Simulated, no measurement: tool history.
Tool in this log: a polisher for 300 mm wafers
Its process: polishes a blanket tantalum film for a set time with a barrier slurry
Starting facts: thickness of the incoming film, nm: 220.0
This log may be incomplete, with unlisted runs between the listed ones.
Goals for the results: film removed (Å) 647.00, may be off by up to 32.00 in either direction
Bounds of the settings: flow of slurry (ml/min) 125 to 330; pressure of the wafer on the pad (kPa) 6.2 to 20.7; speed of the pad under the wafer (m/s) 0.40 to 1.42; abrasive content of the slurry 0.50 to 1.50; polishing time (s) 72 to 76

run,day,flow of slurry (ml/min),pressure of the wafer on the pad (kPa),speed of the pad under the wafer (m/s),abrasive content of the slurry,polishing time (s),film removed (Å)
1,0.000,210,13.1,0.90,1.00,72,788.31
2,0.217,210,13.1,1.08,1.00,72,967.25
3,0.571,160,13.1,1.08,1.00,72,913.90
4,0.708,160,12.4,1.08,1.00,72,868.44
5,0.846,160,11.7,1.08,1.00,72,816.24
6,1.146,160,11.7,1.16,1.00,72,882.86
7,1.354,160,11.0,1.16,1.00,72,833.00
8,1.475,160,10.3,1.16,1.00,72,787.55
# day 1.529: head pressure recalibrated
9,1.529,155,9.0,1.16,1.00,72,779.27
10,1.596,155,8.3,1.16,1.00,72,733.46
11,1.929,155,6.2,1.16,1.00,72,597.12

Of the 4 settings listed for the next run, only one would bring every result within its allowed miss of target. Which one?
A,2.262,145,6.2,1.02,1.00,72,?
B,2.262,170,6.2,1.04,0.90,72,?
C,2.262,205,6.2,1.16,0.80,72,?
D,2.262,215,6.2,1.26,0.85,72,?

move,film removed (Å)
A,538.66
B,543.95
C,596.00
D,661.14
A: the biggest miss grows against the last run
B: the biggest miss grows against the last run
C: about as far from the targets as the last run
D: every result lands within tolerance
D is the move that brings every result within its allowed miss.
